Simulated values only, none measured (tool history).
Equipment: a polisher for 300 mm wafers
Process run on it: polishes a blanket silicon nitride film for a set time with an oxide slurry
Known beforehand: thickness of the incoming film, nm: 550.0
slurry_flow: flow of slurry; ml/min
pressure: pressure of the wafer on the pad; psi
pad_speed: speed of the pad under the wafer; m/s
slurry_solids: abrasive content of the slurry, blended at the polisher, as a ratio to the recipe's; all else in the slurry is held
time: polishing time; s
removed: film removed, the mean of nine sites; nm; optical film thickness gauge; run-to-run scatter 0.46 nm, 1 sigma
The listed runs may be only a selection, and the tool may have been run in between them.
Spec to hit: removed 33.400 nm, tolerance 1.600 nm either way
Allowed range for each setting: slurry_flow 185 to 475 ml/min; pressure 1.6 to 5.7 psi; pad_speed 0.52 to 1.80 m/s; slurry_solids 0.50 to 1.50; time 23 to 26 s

Run 1, day 0.000: slurry_flow 305 ml/min, pressure 3.6 psi, pad_speed 1.16 m/s, slurry_solids 1.00, time 26 s. Result: removed 19.391 nm.
Run 2, day 0.083: slurry_flow 380 ml/min, pressure 3.6 psi, pad_speed 1.16 m/s, slurry_solids 1.00, time 26 s. Result: removed 19.680 nm.
Run 3, day 0.350: slurry_flow 380 ml/min, pressure 4.2 psi, pad_speed 1.18 m/s, slurry_solids 1.00, time 26 s. Result: removed 21.850 nm.
Run 4, day 0.542: slurry_flow 380 ml/min, pressure 4.6 psi, pad_speed 1.26 m/s, slurry_solids 1.00, time 26 s. Result: removed 24.637 nm.
Run 5, day 0.725: slurry_flow 380 ml/min, pressure 4.9 psi, pad_speed 1.32 m/s, slurry_solids 1.00, time 26 s. Result: removed 27.336 nm.
Run 6, day 0.908: slurry_flow 380 ml/min, pressure 4.9 psi, pad_speed 1.32 m/s, slurry_solids 0.90, time 26 s. Result: removed 25.852 nm.
Run 7, day 1.004: slurry_flow 380 ml/min, pressure 5.1 psi, pad_speed 1.38 m/s, slurry_solids 0.90, time 26 s. Result: removed 27.975 nm.
Run 8, day 1.117: slurry_flow 380 ml/min, pressure 5.3 psi, pad_speed 1.42 m/s, slurry_solids 0.90, time 26 s. Result: removed 27.986 nm.
Run 9, day 1.300: slurry_flow 380 ml/min, pressure 5.4 psi, pad_speed 1.48 m/s, slurry_solids 0.90, time 26 s. Result: removed 29.752 nm.
Run 10, day 1.504: slurry_flow 380 ml/min, pressure 5.5 psi, pad_speed 1.52 m/s, slurry_solids 0.90, time 26 s. Result: removed 30.472 nm.

Below are 4 possible settings for the next run. Only one of them brings all results inside the allowed miss of their targets. Which is it?
Run A, day 1.708: slurry_flow 430 ml/min, pressure 5.4 psi, pad_speed 1.64 m/s, slurry_solids 1.00, time 23 s. Result: removed ?.
Run B, day 1.708: slurry_flow 445 ml/min, pressure 5.6 psi, pad_speed 1.80 m/s, slurry_solids 0.65, time 25 s. Result: removed ?.
Run C, day 1.708: slurry_flow 405 ml/min, pressure 5.5 psi, pad_speed 1.60 m/s, slurry_solids 1.05, time 25 s. Result: removed ?.
Run D, day 1.708: slurry_flow 465 ml/min, pressure 5.0 psi, pad_speed 1.40 m/s, slurry_solids 1.05, time 26 s. Result: removed ?.

move  removed
   A   29.953
   B   28.905
   C   33.004
   D   29.305
A: its largest miss is bigger than the last run's
B: its largest miss is bigger than the last run's
C: all results in spec
D: its largest miss is bigger than the last run's
C meets every target.
